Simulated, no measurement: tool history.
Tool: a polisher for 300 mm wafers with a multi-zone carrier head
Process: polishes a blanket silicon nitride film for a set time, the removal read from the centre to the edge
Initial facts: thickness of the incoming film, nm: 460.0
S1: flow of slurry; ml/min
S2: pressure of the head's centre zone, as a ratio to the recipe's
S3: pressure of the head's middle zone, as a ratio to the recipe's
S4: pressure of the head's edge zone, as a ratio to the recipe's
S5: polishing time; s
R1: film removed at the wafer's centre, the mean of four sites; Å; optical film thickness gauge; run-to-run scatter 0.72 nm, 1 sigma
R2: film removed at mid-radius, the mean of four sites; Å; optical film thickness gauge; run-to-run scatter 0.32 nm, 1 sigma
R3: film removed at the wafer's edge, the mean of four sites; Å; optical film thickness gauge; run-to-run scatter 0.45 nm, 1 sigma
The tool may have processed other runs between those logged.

{"run": 1, "hour": 0.0, "S1": 295, "S2": 1.0, "S3": 1.0, "S4": 1.0, "S5": 62, "R1": 648.21, "R2": 660.11, "R3": 623.94}
{"run": 2, "hour": 7.8, "S1": 245, "S2": 1.0, "S3": 1.0, "S4": 1.0, "S5": 62, "R1": 635.74, "R2": 643.52, "R3": 615.1}
{"run": 3, "hour": 9.3, "S1": 245, "S2": 1.0, "S3": 1.0, "S4": 1.0, "S5": 76, "R1": 807.05, "R2": 787.6, "R3": 751.15}
{"run": 4, "hour": 13.8, "S1": 240, "S2": 1.02, "S3": 0.98, "S4": 0.96, "S5": 67, "R1": 690.07, "R2": 669.47, "R3": 661.8}
{"run": 5, "hour": 20.6, "S1": 270, "S2": 1.07, "S3": 0.99, "S4": 0.98, "S5": 58, "R1": 634.36, "R2": 597.28, "R3": 584.84}
{"run": 6, "hour": 28.6, "S1": 270, "S2": 1.07, "S3": 0.99, "S4": 0.95, "S5": 58, "R1": 635.79, "R2": 595.26, "R3": 568.39}

Run 7 comes next. What will it give?
{"run": 7, "hour": 32.5, "S1": 280, "S2": 1.08, "S3": 0.98, "S4": 0.93, "S5": 53, "R1": "?", "R2": "?", "R3": "?"}

Run 7 yielded R1 594.15 Å, R2 548.06 Å, R3 523.41 Å.
